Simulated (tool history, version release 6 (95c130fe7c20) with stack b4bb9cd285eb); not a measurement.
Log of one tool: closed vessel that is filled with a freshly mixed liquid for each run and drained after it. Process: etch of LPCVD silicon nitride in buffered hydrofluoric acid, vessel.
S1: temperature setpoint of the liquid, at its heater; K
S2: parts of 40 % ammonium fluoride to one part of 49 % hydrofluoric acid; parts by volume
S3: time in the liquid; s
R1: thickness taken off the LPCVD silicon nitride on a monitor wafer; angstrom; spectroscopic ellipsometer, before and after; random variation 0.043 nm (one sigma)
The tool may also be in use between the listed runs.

run	hour	S1	S2	S3	R1
1	0	297.15	8	845	126.14
2	4.3	296.15	8	845	118.08
3	7.3	295.65	8	845	114.71
4	10.8	295.65	9	845	100.54
5	13.1	294.65	9	845	95.403
6	20.9	296.15	9	845	103.89

The next listed run, before its measurement:
7	27.9	295.65	9	845	?

Run 7 gave R1 101.88 angstrom.

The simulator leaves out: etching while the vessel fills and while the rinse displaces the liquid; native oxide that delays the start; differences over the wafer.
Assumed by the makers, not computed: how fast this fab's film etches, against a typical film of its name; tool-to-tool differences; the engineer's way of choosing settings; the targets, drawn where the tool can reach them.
